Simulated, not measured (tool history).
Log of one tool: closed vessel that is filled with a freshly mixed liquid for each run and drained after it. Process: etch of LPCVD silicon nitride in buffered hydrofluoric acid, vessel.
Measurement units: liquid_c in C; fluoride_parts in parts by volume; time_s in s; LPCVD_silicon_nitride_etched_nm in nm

run	hour	liquid_c	fluoride_parts	time_s	LPCVD_silicon_nitride_etched_nm
1	0	21	11	285	3.4573
2	1.1	21	12.5	285	3.0648
3	9.9	21.5	12.5	285	3.1491
4	12.9	22	12.5	285	3.1975
5	20.1	22	15	285	2.7381
6	21.6	22	15	225	2.1202
7	27	22.5	14.5	225	2.2685
8	32.8	23	14	225	2.3488
9	34.6	23	13	225	2.6053
10	36.3	23.5	12.5	225	2.7589
11	40.9	24	12	225	2.9325
12	48.1	24.5	11.5	225	3.1495
13	53.3	25	11	225	3.3784
14	56	25.5	11	225	3.4392
15	62.3	26	11	225	3.5564

Predict the results of run 16:
16	67.6	26.5	11	225	?

{"run 16": {"LPCVD_silicon_nitride_etched_nm": 3.6463}}

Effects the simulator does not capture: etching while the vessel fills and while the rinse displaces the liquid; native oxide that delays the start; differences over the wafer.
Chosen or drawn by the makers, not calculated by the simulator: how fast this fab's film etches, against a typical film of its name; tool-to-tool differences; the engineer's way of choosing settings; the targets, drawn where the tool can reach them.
